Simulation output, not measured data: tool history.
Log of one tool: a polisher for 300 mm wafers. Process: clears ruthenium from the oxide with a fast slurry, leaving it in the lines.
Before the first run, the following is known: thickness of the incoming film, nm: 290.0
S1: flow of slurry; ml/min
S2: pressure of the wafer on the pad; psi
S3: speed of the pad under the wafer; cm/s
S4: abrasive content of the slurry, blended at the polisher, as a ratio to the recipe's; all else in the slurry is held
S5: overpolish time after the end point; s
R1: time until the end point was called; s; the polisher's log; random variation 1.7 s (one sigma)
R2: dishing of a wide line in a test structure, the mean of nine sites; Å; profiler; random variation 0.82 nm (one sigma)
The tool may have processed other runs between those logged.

{"run": 1, "hour": 0.0, "S1": 175, "S2": 1.7, "S3": 108, "S4": 1, "S5": 17, "R1": 107.9, "R2": 379.25}
{"run": 2, "hour": 0.7, "S1": 175, "S2": 1.7, "S3": 84, "S4": 1, "S5": 17, "R1": 136.88, "R2": 309.16}
{"run": 3, "hour": 7.8, "S1": 175, "S2": 1.3, "S3": 84, "S4": 1, "S5": 17, "R1": 176.76, "R2": 236.76}
{"run": 4, "hour": 8.5, "S1": 175, "S2": 1.3, "S3": 84, "S4": 1.2, "S5": 17, "R1": 166.11, "R2": 257.59}
{"run": 5, "hour": 9.3, "S1": 175, "S2": 1.3, "S3": 84, "S4": 1.05, "S5": 17, "R1": 173.9, "R2": 245.55}
{"run": 6, "hour": 10.8, "S1": 175, "S2": 1.3, "S3": 84, "S4": 1.05, "S5": 14, "R1": 176.26, "R2": 202.97}
{"run": 7, "hour": 18.0, "S1": 175, "S2": 1.3, "S3": 84, "S4": 1.05, "S5": 16, "R1": 170.43, "R2": 233.36}
{"run": 8, "hour": 19.8, "S1": 175, "S2": 1.4, "S3": 84, "S4": 1.05, "S5": 18, "R1": 165.27, "R2": 286.33}
{"run": 9, "hour": 27.2, "S1": 175, "S2": 1.4, "S3": 84, "S4": 1.05, "S5": 19, "R1": 161.67, "R2": 287.8}
{"run": 10, "hour": 28.5, "S1": 175, "S2": 1.4, "S3": 84, "S4": 1.05, "S5": 21, "R1": 161.8, "R2": 329.88}
{"run": 11, "hour": 33.3, "S1": 175, "S2": 1.4, "S3": 84, "S4": 1.05, "S5": 22, "R1": 162.5, "R2": 342}
{"run": 12, "hour": 39.5, "S1": 175, "S2": 1.4, "S3": 84, "S4": 1.05, "S5": 23, "R1": 160.75, "R2": 342.13}
{"run": 13, "hour": 43.8, "S1": 175, "S2": 1.4, "S3": 84, "S4": 1.05, "S5": 24, "R1": 157.37, "R2": 359.48}

For run 14, what comes out?
{"run": 14, "hour": 50.1, "S1": 175, "S2": 1.4, "S3": 84, "S4": 1.05, "S5": 25, "R1": "?", "R2": "?"}

Logged for run 14: R1 157.37 s, R2 366.42 Å.
